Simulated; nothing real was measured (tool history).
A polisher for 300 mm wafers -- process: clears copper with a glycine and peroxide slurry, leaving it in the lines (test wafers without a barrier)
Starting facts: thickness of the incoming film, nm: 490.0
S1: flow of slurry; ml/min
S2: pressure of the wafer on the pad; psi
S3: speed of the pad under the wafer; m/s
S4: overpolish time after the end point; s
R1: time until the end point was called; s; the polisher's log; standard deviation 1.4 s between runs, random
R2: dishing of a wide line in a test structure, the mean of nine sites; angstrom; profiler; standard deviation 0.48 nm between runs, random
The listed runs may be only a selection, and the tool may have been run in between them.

{"run": 1, "day": 0.0, "S1": 300, "S2": 1.7, "S3": 0.9, "S4": 16, "R1": 130.27, "R2": 454.37}
{"run": 2, "day": 0.354, "S1": 300, "S2": 1.7, "S3": 0.9, "S4": 21, "R1": 129.05, "R2": 566.4}
{"run": 3, "day": 0.504, "S1": 300, "S2": 1.6, "S3": 0.9, "S4": 19, "R1": 135.32, "R2": 510.48}
{"run": 4, "day": 0.85, "S1": 295, "S2": 1.6, "S3": 0.88, "S4": 17, "R1": 136.43, "R2": 468.88}
{"run": 5, "day": 1.208, "S1": 295, "S2": 1.6, "S3": 0.76, "S4": 17, "R1": 147.9, "R2": 416.81}
{"run": 6, "day": 1.267, "S1": 295, "S2": 1.6, "S3": 0.76, "S4": 22, "R1": 148.45, "R2": 525.53}
{"run": 7, "day": 1.508, "S1": 310, "S2": 1.6, "S3": 0.72, "S4": 19, "R1": 152.93, "R2": 477.22}
{"run": 8, "day": 1.675, "S1": 290, "S2": 1.6, "S3": 0.72, "S4": 17, "R1": 154.23, "R2": 434.53}
{"run": 9, "day": 1.721, "S1": 315, "S2": 1.5, "S3": 0.76, "S4": 15, "R1": 150.24, "R2": 373.61}
{"run": 10, "day": 1.979, "S1": 320, "S2": 1.4, "S3": 0.76, "S4": 14, "R1": 153.58, "R2": 344.01}
{"run": 11, "day": 2.196, "S1": 320, "S2": 1.4, "S3": 0.76, "S4": 13, "R1": 157.71, "R2": 323.01}
{"run": 12, "day": 2.317, "S1": 330, "S2": 1.4, "S3": 0.76, "S4": 12, "R1": 155.81, "R2": 309.87}
{"run": 13, "day": 2.438, "S1": 335, "S2": 1.4, "S3": 0.76, "S4": 11, "R1": 155.66, "R2": 294.31}
{"run": 14, "day": 2.738, "S1": 325, "S2": 1.4, "S3": 0.78, "S4": 5, "R1": 151.89, "R2": 137.32}

Predict the results of run 15:
{"run": 15, "day": 2.892, "S1": 360, "S2": 1.4, "S3": 0.76, "S4": 9, "R1": "?", "R2": "?"}

R1: 153.77 s
R2: 238.70 angstrom

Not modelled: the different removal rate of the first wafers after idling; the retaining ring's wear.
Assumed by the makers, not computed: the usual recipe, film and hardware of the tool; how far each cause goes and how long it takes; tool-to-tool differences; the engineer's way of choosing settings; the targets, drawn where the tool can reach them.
